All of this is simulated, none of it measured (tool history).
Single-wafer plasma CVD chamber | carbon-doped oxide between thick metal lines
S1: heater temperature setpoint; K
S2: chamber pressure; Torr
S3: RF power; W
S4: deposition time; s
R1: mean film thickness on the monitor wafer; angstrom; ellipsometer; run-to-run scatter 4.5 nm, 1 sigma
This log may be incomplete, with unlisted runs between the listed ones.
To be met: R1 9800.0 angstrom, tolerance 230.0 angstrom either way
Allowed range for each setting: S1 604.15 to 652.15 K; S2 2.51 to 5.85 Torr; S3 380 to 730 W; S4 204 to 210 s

run,hour,S1,S2,S3,S4,R1
1,0.0,628.15,4.18,555,204,11054.0
2,2.1,628.15,4.18,625,204,11954.0
3,7.4,630.15,3.90,585,204,11335.0
4,8.3,631.15,3.80,550,204,10753.0
5,12.6,633.15,3.60,535,204,10522.0
6,20.4,633.15,4.17,535,204,10639.0
7,21.4,635.15,4.07,520,204,10357.0
# hour 28.9: thermocouple changed; heater temperature recalibrated
8,28.9,637.15,3.99,510,204,10057.0
9,29.6,638.15,3.96,510,204,10112.0

5 next moves are on the table. One of them brings every result within its allowed miss. Which?
A,30.3,635.15,3.27,475,204,?
B,30.3,636.15,3.71,545,205,?
C,30.3,637.15,5.16,425,204,?
D,30.3,641.15,3.91,470,204,?
E,30.3,637.15,3.49,475,210,?

move,R1
A,9425.7
B,10529.0
C,9242.4
D,9462.1
E,9744.2
A: carries the result that was furthest off beyond its target, to the other side
B: misses by more than the last run did
C: carries the result that was furthest off beyond its target, to the other side
D: carries the result that was furthest off beyond its target, to the other side
E: meets every target
Correct choice: E, which meets every target
